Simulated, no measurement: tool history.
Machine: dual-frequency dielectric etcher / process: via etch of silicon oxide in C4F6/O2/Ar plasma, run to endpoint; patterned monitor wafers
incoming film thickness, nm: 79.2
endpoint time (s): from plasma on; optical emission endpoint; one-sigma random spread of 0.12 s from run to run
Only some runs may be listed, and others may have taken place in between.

Run 1, hour 0: bias power (kW) 0.529, source power (kW) 0.38, Ar flow (sccm) 383. Result: endpoint time (s) 18.179.
Run 2, hour 7.8: bias power (kW) 0.529, source power (kW) 0.34, Ar flow (sccm) 383. Result: endpoint time (s) 18.606.
Run 3, hour 10.6: bias power (kW) 0.598, source power (kW) 0.34, Ar flow (sccm) 383. Result: endpoint time (s) 17.981.
Run 4, hour 13: bias power (kW) 0.634, source power (kW) 0.37, Ar flow (sccm) 371. Result: endpoint time (s) 16.909.
Run 5, hour 21.8: bias power (kW) 0.658, source power (kW) 0.39, Ar flow (sccm) 364. Result: endpoint time (s) 16.291.
Run 6, hour 26.9: bias power (kW) 0.658, source power (kW) 0.39, Ar flow (sccm) 333. Result: endpoint time (s) 16.06.

Run 7 has not been measured yet. What should we expect?
Run 7, hour 30: bias power (kW) 0.674, source power (kW) 0.4, Ar flow (sccm) 329. Result: endpoint time (s) ?.

endpoint time (s): 15.837
